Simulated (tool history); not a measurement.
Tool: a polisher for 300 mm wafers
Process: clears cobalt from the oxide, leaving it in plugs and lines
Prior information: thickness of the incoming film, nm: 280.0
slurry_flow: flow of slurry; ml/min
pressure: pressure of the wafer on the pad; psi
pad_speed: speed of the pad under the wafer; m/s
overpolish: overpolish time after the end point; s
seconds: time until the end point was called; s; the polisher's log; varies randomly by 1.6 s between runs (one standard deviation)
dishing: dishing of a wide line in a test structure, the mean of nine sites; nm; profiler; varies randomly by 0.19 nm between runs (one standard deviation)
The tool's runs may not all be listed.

| run | hour | slurry_flow | pressure | pad_speed | overpolish | seconds | dishing |
|---|---|---|---|---|---|---|---|
| 1 | 0.0 | 190 | 1.7 | 1.14 | 12 | 62.266 | 36.096 |
| 2 | 6.7 | 190 | 1.7 | 1.40 | 12 | 50.370 | 40.878 |
| 3 | 8.1 | 175 | 1.5 | 1.26 | 10 | 66.461 | 31.338 |
| 4 | 8.9 | 175 | 1.5 | 1.26 | 14 | 65.926 | 37.390 |
| 5 | 15.3 | 145 | 1.5 | 1.26 | 14 | 66.451 | 37.470 |
| 6 | 24.0 | 135 | 1.3 | 1.24 | 11 | 79.965 | 29.110 |

Forecast run 7:
| 7 | 29.5 | 130 | 1.1 | 1.24 | 9 | ? | ? |

seconds: 92.491 s
dishing: 21.709 nm
